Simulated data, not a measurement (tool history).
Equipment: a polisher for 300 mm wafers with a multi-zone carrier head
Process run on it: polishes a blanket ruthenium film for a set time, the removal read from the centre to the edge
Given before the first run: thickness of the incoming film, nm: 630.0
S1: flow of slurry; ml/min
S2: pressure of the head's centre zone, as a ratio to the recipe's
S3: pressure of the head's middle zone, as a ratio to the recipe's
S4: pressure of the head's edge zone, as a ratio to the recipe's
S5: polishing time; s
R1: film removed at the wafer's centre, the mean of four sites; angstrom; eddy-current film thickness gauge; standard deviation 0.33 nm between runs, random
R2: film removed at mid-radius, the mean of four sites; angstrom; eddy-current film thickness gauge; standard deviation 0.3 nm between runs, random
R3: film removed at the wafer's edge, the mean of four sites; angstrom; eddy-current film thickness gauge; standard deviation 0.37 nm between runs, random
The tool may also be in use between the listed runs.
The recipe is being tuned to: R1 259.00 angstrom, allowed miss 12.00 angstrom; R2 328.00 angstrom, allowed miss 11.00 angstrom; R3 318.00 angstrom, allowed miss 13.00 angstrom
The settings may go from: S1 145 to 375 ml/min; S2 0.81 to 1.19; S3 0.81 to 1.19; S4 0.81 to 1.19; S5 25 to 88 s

| run | day | S1 | S2 | S3 | S4 | S5 | R1 | R2 | R3 |
|---|---|---|---|---|---|---|---|---|---|
| 1 | 0.000 | 240 | 1.00 | 1.00 | 1.00 | 56 | 584.31 | 603.66 | 581.25 |
| 2 | 0.225 | 225 | 0.96 | 1.00 | 0.99 | 49 | 485.69 | 540.18 | 506.04 |
| 3 | 0.400 | 225 | 0.90 | 1.00 | 0.99 | 49 | 472.83 | 525.74 | 505.62 |
| 4 | 0.700 | 225 | 0.90 | 1.07 | 0.99 | 49 | 455.57 | 552.30 | 501.19 |
| 5 | 0.838 | 225 | 0.90 | 1.07 | 1.02 | 49 | 470.00 | 566.85 | 510.35 |
| 6 | 0.867 | 225 | 0.90 | 1.07 | 1.02 | 44 | 417.56 | 506.37 | 456.46 |
| 7 | 0.988 | 210 | 0.88 | 1.06 | 1.04 | 40 | 369.14 | 456.89 | 414.60 |
| 8 | 1.325 | 200 | 0.87 | 1.05 | 1.05 | 38 | 335.91 | 425.16 | 400.51 |

Below are 4 possible settings for the next run. Only one of them brings all results inside the allowed miss of their targets. Which is it?
| A | 1.662 | 190 | 0.91 | 0.98 | 1.08 | 56 | ? | ? | ? |
| B | 1.662 | 375 | 1.19 | 0.81 | 1.02 | 34 | ? | ? | ? |
| C | 1.662 | 160 | 0.85 | 1.04 | 1.06 | 31 | ? | ? | ? |
| D | 1.662 | 375 | 1.12 | 1.03 | 0.87 | 28 | ? | ? | ? |

| move | R1 | R2 | R3 |
|---|---|---|---|
| A | 526.13 | 580.54 | 587.62 |
| B | 456.43 | 325.41 | 369.46 |
| C | 262.61 | 327.61 | 314.89 |
| D | 354.18 | 327.45 | 282.57 |
A: its largest miss is bigger than the last run's
B: brings the result that was furthest off to its target, and leaves another outside
C: in spec on every target
D: brings the result that was furthest off to its target, and leaves another outside
Move C is the one to make.

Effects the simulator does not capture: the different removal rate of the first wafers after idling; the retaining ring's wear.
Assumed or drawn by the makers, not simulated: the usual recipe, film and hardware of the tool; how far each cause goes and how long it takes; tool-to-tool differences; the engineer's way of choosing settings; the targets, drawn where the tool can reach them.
